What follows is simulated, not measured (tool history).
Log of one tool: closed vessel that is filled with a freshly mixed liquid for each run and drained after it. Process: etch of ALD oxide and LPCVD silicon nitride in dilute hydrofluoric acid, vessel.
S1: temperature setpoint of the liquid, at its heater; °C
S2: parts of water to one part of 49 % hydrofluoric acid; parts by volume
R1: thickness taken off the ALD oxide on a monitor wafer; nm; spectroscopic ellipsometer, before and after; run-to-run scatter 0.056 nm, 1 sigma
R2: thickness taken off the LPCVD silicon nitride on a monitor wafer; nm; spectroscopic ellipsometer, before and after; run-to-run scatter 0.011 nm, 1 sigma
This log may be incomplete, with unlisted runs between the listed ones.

{"run": 1, "hour": 0.0, "S1": 25.0, "S2": 230, "time in the liquid (s)": 390, "R1": 13.075, "R2": 0.81583}
{"run": 2, "hour": 7.0, "S1": 25.0, "S2": 295, "time in the liquid (s)": 390, "R1": 9.5832, "R2": 0.60208}
{"run": 3, "hour": 16.1, "S1": 24.5, "S2": 300, "time in the liquid (s)": 390, "R1": 9.1931, "R2": 0.57677}
{"run": 4, "hour": 20.6, "S1": 24.5, "S2": 300, "time in the liquid (s)": 280, "R1": 6.5499, "R2": 0.44172}
{"run": 5, "hour": 27.6, "S1": 24.5, "S2": 230, "time in the liquid (s)": 280, "R1": 9.2818, "R2": 0.58312}
{"run": 6, "hour": 34.2, "S1": 24.5, "S2": 230, "time in the liquid (s)": 355, "R1": 11.751, "R2": 0.72712}

Run 7 has not been measured yet. What should we expect?
{"run": 7, "hour": 41.3, "S1": 24.0, "S2": 240, "time in the liquid (s)": 355, "R1": "?", "R2": "?"}

{"run 7": {"R1": 10.853, "R2": 0.71858}}

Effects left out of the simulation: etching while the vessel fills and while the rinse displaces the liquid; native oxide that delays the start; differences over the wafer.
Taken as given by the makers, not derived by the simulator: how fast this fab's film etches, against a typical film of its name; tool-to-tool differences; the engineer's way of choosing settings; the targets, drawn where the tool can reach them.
